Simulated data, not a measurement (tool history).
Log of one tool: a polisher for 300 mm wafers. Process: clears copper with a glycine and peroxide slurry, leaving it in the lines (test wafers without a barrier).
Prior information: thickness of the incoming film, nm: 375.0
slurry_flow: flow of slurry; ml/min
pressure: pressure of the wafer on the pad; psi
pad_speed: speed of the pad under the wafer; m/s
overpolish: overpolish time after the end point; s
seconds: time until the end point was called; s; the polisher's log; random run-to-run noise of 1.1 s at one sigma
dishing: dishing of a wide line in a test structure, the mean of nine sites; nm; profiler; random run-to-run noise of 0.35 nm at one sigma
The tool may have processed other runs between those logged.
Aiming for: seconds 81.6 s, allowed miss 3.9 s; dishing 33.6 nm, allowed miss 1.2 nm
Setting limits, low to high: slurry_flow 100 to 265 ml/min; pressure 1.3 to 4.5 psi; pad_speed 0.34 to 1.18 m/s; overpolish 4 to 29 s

run	hour	slurry_flow	pressure	pad_speed	overpolish	seconds	dishing
1	0	170	2.9	0.76	15	71.678	48.313
2	8.7	170	2.9	0.76	20	70.252	61.777
3	14.8	175	2.8	0.76	19	72.164	57.504
4	22.2	175	2.5	0.76	19	77.623	53.274
5	26.7	205	2.5	0.76	19	77.433	54.305
6	27.5	205	2.5	0.76	18	78.047	52.122
7	32.2	205	2.5	0.76	17	76.928	49.264
8	36.2	205	2.5	0.76	16	78.68	48.24
9	37.5	205	2.5	0.76	15	78.78	45.249
10	39.1	205	2.5	0.76	14	76.815	43.287
11	46.3	205	2.3	0.78	12	81.623	35.914
12	55	195	2.3	0.8	12	78.492	36.394
13	61.8	190	2.3	0.8	12	78.67	35.746
14	63.1	185	2.3	0.8	12	81.654	35.15
15	65.7	180	2.3	0.8	12	81.735	35.583

Which of these 5 next moves meets every target?
A	68.3	190	2.1	0.82	13	?	?
B	68.3	160	2.4	0.74	13	?	?
C	68.3	170	2.7	0.72	12	?	?
D	68.3	170	2.7	0.68	11	?	?
E	68.3	105	3	0.68	13	?	?

move	seconds	dishing
A	86.918	36.61
B	87.393	36.721
C	80.737	36.861
D	84.327	32.969
E	86.812	37.268
A: moves away from the targets compared with the last run
B: moves away from the targets compared with the last run
C: moves away from the targets compared with the last run
D: all results in spec
E: moves away from the targets compared with the last run
Go with D: it meets all targets.
